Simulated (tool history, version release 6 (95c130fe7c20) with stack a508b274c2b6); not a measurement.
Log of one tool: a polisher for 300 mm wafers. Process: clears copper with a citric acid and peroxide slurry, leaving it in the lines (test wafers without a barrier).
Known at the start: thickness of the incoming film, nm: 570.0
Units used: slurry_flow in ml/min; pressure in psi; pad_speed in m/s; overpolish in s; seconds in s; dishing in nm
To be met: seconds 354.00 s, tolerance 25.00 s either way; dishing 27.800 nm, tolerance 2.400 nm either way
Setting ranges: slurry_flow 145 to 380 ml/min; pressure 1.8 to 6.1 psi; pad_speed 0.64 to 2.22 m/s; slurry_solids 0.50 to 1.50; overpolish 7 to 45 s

run	hour	slurry_flow	pressure	pad_speed	slurry_solids	overpolish	seconds	dishing
1	0.0	245	3.9	1.42	1.00	23	126.21	71.927
2	3.7	240	3.4	1.24	1.00	22	154.12	58.624
3	10.7	240	3.4	0.88	1.00	22	224.07	43.583
4	11.8	240	3.4	0.88	1.00	14	229.55	28.673
5	18.6	240	3.0	0.84	1.00	16	263.10	27.815
6	27.3	240	2.0	0.84	1.00	16	374.49	19.618
7	31.6	240	2.0	0.84	1.00	18	392.61	21.812
8	39.9	240	2.5	0.86	1.00	22	311.59	30.025
9	45.8	240	2.5	0.86	1.00	22	309.29	32.208
10	48.4	240	1.9	0.84	1.00	21	399.23	23.189

Exactly one of the 4 candidate moves below puts every result within its allowed miss. Which one?
A	51.0	265	1.9	0.66	1.10	26	?	?
B	51.0	280	1.8	0.96	1.10	23	?	?
C	51.0	215	2.6	0.64	1.05	15	?	?
D	51.0	200	2.0	0.76	0.75	22	?	?

move	seconds	dishing
A	488.97	24.604
B	362.08	28.803
C	385.64	18.544
D	452.71	22.676
A: the biggest miss grows against the last run
B: every result lands within tolerance
C: the biggest miss grows against the last run
D: the biggest miss grows against the last run
Move B is the one to make.
